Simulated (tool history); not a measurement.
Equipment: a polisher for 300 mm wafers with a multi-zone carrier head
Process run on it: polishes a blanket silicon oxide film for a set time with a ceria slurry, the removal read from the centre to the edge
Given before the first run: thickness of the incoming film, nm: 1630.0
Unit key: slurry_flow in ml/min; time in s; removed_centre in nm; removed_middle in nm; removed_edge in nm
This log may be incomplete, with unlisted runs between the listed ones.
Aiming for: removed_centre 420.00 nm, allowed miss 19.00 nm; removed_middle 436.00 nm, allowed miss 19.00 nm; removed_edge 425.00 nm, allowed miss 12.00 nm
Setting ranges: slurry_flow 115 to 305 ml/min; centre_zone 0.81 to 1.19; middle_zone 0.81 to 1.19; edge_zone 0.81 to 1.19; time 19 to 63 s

run,hour,slurry_flow,centre_zone,middle_zone,edge_zone,time,removed_centre,removed_middle,removed_edge
1,0.0,195,1.00,1.00,1.00,41,282.29,296.21,287.97
2,4.1,195,1.00,0.93,1.00,41,288.92,275.50,290.04
3,10.6,205,1.01,0.96,1.03,44,319.51,307.14,320.08
4,17.6,205,1.01,0.96,1.10,44,321.96,316.00,333.63
5,21.5,255,1.01,0.96,1.10,44,324.48,315.22,329.28
6,29.1,255,1.02,0.98,1.12,46,356.21,333.80,354.22
7,31.0,255,1.01,1.02,1.13,48,359.67,367.04,374.54
8,35.7,255,1.02,1.04,1.14,49,364.79,377.25,381.07
9,42.2,255,1.03,1.05,1.14,50,368.57,396.02,387.18
10,43.3,260,1.04,1.05,1.15,51,397.36,396.26,398.16
11,46.9,260,1.04,1.06,1.15,52,411.69,407.94,408.63
12,51.0,260,1.04,1.07,1.15,52,396.28,411.60,405.16

Which single option among these 5 for the next run brings every result within its allowed miss of target? Just one does.
A,55.1,260,1.08,0.97,1.19,51,?,?,?
B,55.1,230,1.07,0.99,1.19,55,?,?,?
C,55.1,235,0.86,0.90,1.19,57,?,?,?
D,55.1,230,1.03,1.06,1.19,51,?,?,?
E,55.1,280,1.04,1.11,1.19,53,?,?,?

move,removed_centre,removed_middle,removed_edge
A,407.08,366.44,404.52
B,428.20,396.39,431.48
C,356.86,380.73,448.59
D,382.30,389.55,399.72
E,411.21,430.45,422.11
A: the biggest miss grows against the last run
B: corrects the largest miss of the last run, while another result sits out of spec
C: takes the result that was furthest off past its target
D: the biggest miss grows against the last run
E: all results in spec
Correct choice: E, which meets every target
